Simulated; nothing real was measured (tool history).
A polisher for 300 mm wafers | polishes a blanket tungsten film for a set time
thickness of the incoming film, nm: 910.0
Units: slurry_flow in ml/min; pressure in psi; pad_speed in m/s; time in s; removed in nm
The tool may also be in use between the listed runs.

run  hour  slurry_flow  pressure  pad_speed  slurry_solids  time  removed
  1   0.0          195       2.6       0.94            1.0    52   193.65
  2   5.1          195       3.0       0.96            1.0    52   211.87
  3   8.9          200       3.3       1.04            1.0    52   253.73
  4  11.6          200       3.9       1.04            1.0    52   296.04
  5  19.6          200       3.9       1.04            1.0    52   290.36
  6  27.9          200       3.9       1.04            1.2    52   306.84
  7  34.3          200       3.9       1.08            1.2    52   314.32

The next listed run, before its measurement:
  8  40.6          200       3.9       1.12            1.2    52        ?

{"run 8": {"removed": 322.38}}
